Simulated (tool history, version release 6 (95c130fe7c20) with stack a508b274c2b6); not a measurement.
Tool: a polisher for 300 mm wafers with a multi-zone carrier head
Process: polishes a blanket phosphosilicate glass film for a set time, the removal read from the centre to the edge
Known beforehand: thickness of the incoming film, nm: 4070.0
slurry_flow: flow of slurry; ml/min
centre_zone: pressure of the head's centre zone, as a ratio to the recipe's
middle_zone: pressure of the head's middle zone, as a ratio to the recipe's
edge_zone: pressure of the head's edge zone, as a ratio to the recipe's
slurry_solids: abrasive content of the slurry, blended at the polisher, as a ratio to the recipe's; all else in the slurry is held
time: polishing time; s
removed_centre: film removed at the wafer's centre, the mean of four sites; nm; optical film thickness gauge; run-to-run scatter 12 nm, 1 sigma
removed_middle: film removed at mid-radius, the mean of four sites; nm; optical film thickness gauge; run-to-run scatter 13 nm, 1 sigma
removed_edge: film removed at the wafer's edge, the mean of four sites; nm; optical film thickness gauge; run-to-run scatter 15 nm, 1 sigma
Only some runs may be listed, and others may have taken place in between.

run 1 hour=0.0 | slurry_flow=125 centre_zone=1.00 middle_zone=1.00 edge_zone=1.00 slurry_solids=1.00 time=75 | removed_centre=714.02 removed_middle=722.95 removed_edge=716.43
run 2 hour=1.5 | slurry_flow=125 centre_zone=1.00 middle_zone=0.94 edge_zone=1.00 slurry_solids=1.00 time=75 | removed_centre=704.77 removed_middle=689.75 removed_edge=734.33
run 3 hour=3.1 | slurry_flow=125 centre_zone=1.00 middle_zone=0.94 edge_zone=1.00 slurry_solids=1.00 time=62 | removed_centre=593.21 removed_middle=551.61 removed_edge=597.95
run 4 hour=5.3 | slurry_flow=135 centre_zone=1.04 middle_zone=0.94 edge_zone=1.03 slurry_solids=1.15 time=69 | removed_centre=742.24 removed_middle=695.56 removed_edge=726.91
run 5 hour=9.3 | slurry_flow=140 centre_zone=1.07 middle_zone=0.91 edge_zone=1.06 slurry_solids=1.25 time=74 | removed_centre=863.78 removed_middle=741.30 removed_edge=842.84
run 6 hour=14.1 | slurry_flow=130 centre_zone=1.07 middle_zone=0.91 edge_zone=1.06 slurry_solids=1.25 time=74 | removed_centre=853.54 removed_middle=729.23 removed_edge=800.12
run 7 hour=15.3 | slurry_flow=150 centre_zone=1.09 middle_zone=0.93 edge_zone=1.08 slurry_solids=1.35 time=76 | removed_centre=952.37 removed_middle=819.63 removed_edge=906.40
run 8 hour=23.0 | slurry_flow=185 centre_zone=1.17 middle_zone=1.02 edge_zone=1.14 slurry_solids=1.50 time=82 | removed_centre=1178.30 removed_middle=1044.00 removed_edge=1045.50

What will run 9 give?
run 9 hour=29.8 | slurry_flow=185 centre_zone=1.16 middle_zone=1.00 edge_zone=1.16 slurry_solids=1.50 time=83 | removed_centre=? removed_middle=? removed_edge=?

removed_centre: 1197.50 nm
removed_middle: 1017.90 nm
removed_edge: 1042.20 nm
